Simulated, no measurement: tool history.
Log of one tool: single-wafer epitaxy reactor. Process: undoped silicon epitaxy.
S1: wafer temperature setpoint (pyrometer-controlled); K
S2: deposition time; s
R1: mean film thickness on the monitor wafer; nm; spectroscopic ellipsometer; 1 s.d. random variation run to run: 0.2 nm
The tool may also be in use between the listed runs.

run  hour      S1   S2      R1
  1   0.0  903.15  491  58.189
  2   7.1  909.15  491  66.729
  3  13.5  909.15  424  57.301
  4  18.3  919.15  424  70.881
  5  27.3  915.15  424  64.712
  6  32.5  912.15  424  60.708

Estimate the outcome of run 7 from the log above:
  7  37.6  910.15  424   ?

{"run 7": {"R1": 58.299}}

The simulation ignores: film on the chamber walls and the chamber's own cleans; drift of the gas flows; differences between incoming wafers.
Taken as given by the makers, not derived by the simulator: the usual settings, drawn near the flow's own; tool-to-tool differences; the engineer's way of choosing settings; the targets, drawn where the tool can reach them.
